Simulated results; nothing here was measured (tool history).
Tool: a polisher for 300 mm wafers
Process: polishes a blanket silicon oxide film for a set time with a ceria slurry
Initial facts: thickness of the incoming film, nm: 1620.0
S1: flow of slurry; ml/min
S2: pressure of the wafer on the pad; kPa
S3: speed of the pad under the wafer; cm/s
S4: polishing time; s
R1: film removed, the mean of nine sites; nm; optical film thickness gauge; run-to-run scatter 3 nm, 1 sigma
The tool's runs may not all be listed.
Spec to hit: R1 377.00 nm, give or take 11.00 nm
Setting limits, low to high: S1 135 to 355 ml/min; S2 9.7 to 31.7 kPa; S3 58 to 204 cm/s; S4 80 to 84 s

run  hour   S1    S2   S3  S4      R1
  1   0.0  225  20.7  130  80  458.85
  2   1.3  200  20.7  130  80  452.68
  3   6.9  240  20.7  130  80  467.39
  4  10.1  285  20.7  130  80  476.54
  5  17.0  285  23.4  130  80  539.65
     25.9  -- slurry nozzle cleaned
  6  25.9  255  23.4  130  80  558.87
  7  29.9  255  22.1  130  80  522.05
  8  34.4  250  20.7  130  80  501.46

Consider the 4 candidate settings below. Which is the only one whose results all fall within their allowed miss of target?
  A  38.9  225  18.6  116  80   ?
  B  38.9  255  17.2   84  80   ?
  C  38.9  295  16.5  112  81   ?
  D  38.9  240  19.3  116  84   ?

move      R1
   A  418.47
   B  329.91
   C  382.82
   D  457.59
A: moves toward the targets from the last run without getting all of them in spec
B: moves the result that the last run missed by most past its target, out the other side
C: all results land within tolerance of their targets
D: moves toward the targets from the last run without getting all of them in spec
Move C is the one to make.
